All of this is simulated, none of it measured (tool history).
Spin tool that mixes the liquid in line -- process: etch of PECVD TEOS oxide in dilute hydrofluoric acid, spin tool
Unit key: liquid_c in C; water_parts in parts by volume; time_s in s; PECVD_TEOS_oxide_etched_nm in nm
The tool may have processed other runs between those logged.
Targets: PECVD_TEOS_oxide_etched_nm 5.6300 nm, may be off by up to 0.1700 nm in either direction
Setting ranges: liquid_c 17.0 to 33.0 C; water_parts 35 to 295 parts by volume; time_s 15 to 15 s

| run | hour | liquid_c | water_parts | time_s | PECVD_TEOS_oxide_etched_nm |
|---|---|---|---|---|---|
| 1 | 0.0 | 25.0 | 165 | 15 | 2.4851 |
| 2 | 7.2 | 22.0 | 165 | 15 | 2.1995 |
| 3 | 8.9 | 22.0 | 205 | 15 | 1.6917 |
| 4 | 14.2 | 25.5 | 165 | 15 | 2.5014 |
| 5 | 20.4 | 28.0 | 165 | 15 | 2.7376 |
| 6 | 23.2 | 25.5 | 165 | 15 | 2.5351 |
| 7 | 29.2 | 27.5 | 140 | 15 | 3.2696 |
| 8 | 34.3 | 29.0 | 125 | 15 | 3.9698 |
| 9 | 36.1 | 30.0 | 115 | 15 | 4.5079 |
| 10 | 41.8 | 33.0 | 100 | 15 | 5.9365 |

Which of these 4 next moves meets every target?
| A | 47.5 | 33.0 | 105 | 15 | ? |
| B | 47.5 | 32.0 | 110 | 15 | ? |
| C | 47.5 | 31.5 | 90 | 15 | ? |
| D | 47.5 | 32.5 | 110 | 15 | ? |

| move | PECVD_TEOS_oxide_etched_nm |
|---|---|
| A | 5.5843 |
| B | 5.1022 |
| C | 6.3049 |
| D | 5.1958 |
A: meets every target
B: the result that was furthest off in the last run now lies on the other side of its target
C: misses by more than the last run did
D: the result that was furthest off in the last run now lies on the other side of its target
The move that meets every target is A.
